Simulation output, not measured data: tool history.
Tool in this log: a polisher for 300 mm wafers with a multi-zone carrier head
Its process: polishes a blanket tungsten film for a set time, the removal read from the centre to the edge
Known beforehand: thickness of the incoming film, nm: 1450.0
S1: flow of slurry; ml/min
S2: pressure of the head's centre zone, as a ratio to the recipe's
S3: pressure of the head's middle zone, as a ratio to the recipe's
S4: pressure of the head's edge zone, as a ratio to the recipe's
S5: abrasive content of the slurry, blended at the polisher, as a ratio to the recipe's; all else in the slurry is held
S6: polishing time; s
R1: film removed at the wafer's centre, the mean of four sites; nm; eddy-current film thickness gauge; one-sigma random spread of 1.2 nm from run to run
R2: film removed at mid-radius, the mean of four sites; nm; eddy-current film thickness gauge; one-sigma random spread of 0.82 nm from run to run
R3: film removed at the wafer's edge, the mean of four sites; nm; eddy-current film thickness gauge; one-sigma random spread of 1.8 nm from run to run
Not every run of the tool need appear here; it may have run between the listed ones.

run	day	S1	S2	S3	S4	S5	S6	R1	R2	R3
1	0	190	1	1	1	1	33	154.01	153.99	154.35
2	0.058	190	1	1	1	1	28	131.32	133.52	135.33
3	0.171	185	0.98	0.98	0.99	0.95	28	125.15	128.74	132.19
4	0.388	185	0.98	1.05	0.99	0.95	28	123.02	136	126.69
5	0.454	185	0.98	1.05	0.99	1.05	28	129.66	138.17	138.58
6	0.708	180	0.97	1.02	0.99	1	28	124.2	132.47	132.89
7	0.954	175	0.96	1.01	0.99	1	28	124.33	131.75	132.44
8	1.246	170	0.94	0.99	0.99	1	28	117.02	129.2	130.62
9	1.283	170	0.94	0.99	0.99	1	28	121.26	129.95	130.33

What does the tool deliver on the next run?
10	1.554	165	0.92	0.97	1	1	28	?	?	?

Run 10 gave R1 116.39 nm, R2 125.69 nm, R3 127.08 nm.

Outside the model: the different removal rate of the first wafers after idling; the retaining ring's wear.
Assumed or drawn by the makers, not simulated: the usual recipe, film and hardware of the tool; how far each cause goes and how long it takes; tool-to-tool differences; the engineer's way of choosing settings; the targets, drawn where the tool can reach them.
